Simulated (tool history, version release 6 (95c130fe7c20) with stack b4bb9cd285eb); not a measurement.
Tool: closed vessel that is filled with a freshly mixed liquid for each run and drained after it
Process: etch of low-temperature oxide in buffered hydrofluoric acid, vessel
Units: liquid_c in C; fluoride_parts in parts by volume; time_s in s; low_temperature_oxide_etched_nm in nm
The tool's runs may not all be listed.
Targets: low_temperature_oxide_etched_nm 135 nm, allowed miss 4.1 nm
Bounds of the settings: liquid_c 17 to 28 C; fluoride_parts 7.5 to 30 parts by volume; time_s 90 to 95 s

run,hour,liquid_c,fluoride_parts,time_s,low_temperature_oxide_etched_nm
1,0,20,22,90,63.294
2,4.8,20,22,95,67.894
3,6.6,20,22,90,64.03
4,15.8,21.5,22,90,69.831
5,23.4,19.5,22,90,62.354
6,29.7,19.5,22,95,65.448
7,36.9,23.5,15,95,116.1
8,41.7,24,15,95,118.42
9,45.3,24.5,15,95,123.32
10,51.7,25,15,95,124.58
11,58.1,25.5,15,95,128.98

4 next moves are on the table. One of them brings every result within its allowed miss. Which?
A,64.5,25,14,95,?
B,64.5,24.5,13.5,90,?
C,64.5,25,15.5,95,?
D,64.5,24,14.5,95,?

move,low_temperature_oxide_etched_nm
A,132.92
B,127
C,120.28
D,121.62
A: meets every target
B: further off than the last run
C: further off than the last run
D: further off than the last run
The right move is A.

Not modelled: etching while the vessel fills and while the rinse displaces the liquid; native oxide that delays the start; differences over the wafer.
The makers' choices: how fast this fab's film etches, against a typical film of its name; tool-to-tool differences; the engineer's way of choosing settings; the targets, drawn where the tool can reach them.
